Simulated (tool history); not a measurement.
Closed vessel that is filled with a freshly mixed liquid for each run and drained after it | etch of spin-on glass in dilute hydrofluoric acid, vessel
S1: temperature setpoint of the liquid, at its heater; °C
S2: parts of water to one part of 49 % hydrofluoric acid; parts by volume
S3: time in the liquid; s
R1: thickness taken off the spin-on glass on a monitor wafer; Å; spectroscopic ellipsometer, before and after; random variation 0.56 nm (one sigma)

run,day,S1,S2,S3,R1
1,0.000,25.0,165,325,781.34
2,0.200,25.0,165,325,753.02
3,0.388,24.0,165,325,731.89
4,0.667,24.0,120,325,1067.60
5,0.788,26.5,120,325,1163.30
6,1.046,29.5,120,325,1321.50
7,1.154,27.5,130,325,1115.60
8,1.204,26.0,140,325,964.27
9,1.321,24.5,145,325,874.18

The next listed run, before its measurement:
10,1.604,23.5,150,325,?

Run 10 gave R1 816.71 Å.
